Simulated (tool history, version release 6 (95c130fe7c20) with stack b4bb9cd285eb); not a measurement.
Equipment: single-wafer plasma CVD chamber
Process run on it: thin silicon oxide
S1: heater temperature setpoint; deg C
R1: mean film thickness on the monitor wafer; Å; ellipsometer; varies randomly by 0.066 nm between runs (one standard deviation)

Run 1, hour 0.0: S1 405 deg C, chamber pressure (Pa) 120.7, RF power (kW) 0.275, deposition time (s) 7.11. Result: R1 154.69 Å.
Run 2, hour 3.0: S1 405 deg C, chamber pressure (Pa) 105.3, RF power (kW) 0.275, deposition time (s) 7.11. Result: R1 143.68 Å.
Run 3, hour 3.7: S1 405 deg C, chamber pressure (Pa) 123.5, RF power (kW) 0.275, deposition time (s) 7.11. Result: R1 158.02 Å.
Run 4, hour 7.1: S1 405 deg C, chamber pressure (Pa) 123.5, RF power (kW) 0.290, deposition time (s) 7.11. Result: R1 161.15 Å.
Run 5, hour 14.5: S1 396 deg C, chamber pressure (Pa) 123.5, RF power (kW) 0.290, deposition time (s) 7.11. Result: R1 162.67 Å.
Run 6, hour 21.5: S1 396 deg C, chamber pressure (Pa) 123.5, RF power (kW) 0.265, deposition time (s) 7.11. Result: R1 156.53 Å.

The next listed run, before its measurement:
Run 7, hour 22.0: S1 396 deg C, chamber pressure (Pa) 99.3, RF power (kW) 0.260, deposition time (s) 7.10. Result: R1 ?.

{"run 7": {"R1": 135.71}}

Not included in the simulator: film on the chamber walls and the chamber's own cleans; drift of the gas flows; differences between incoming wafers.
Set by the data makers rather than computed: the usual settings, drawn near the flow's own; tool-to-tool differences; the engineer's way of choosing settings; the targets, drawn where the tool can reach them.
